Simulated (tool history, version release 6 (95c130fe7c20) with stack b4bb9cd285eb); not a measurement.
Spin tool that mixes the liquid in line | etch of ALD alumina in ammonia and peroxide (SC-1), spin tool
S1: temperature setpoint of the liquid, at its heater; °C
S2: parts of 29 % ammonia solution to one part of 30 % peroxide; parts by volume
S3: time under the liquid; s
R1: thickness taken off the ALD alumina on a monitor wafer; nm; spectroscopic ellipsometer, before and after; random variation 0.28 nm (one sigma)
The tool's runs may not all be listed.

run	hour	S1	S2	S3	R1
1	0	59	0.7	250	18.617
2	2.8	59	0.7	270	20.455
3	8.6	52.5	0.7	270	14.375
4	14.8	55	0.7	270	16.284
5	15.5	57	0.7	270	18.246
6	23.8	57	0.7	250	17.009
7	32.5	57	0.7	250	16.957
8	34.1	59	0.7	250	18.824
9	41.5	60.5	0.7	250	20.258
10	45	62	0.7	250	21.654
11	52.1	63	0.7	250	22.938

The next listed run, before its measurement:
12	58	64	0.7	250	?

Run 12 gave R1 24.343 nm.

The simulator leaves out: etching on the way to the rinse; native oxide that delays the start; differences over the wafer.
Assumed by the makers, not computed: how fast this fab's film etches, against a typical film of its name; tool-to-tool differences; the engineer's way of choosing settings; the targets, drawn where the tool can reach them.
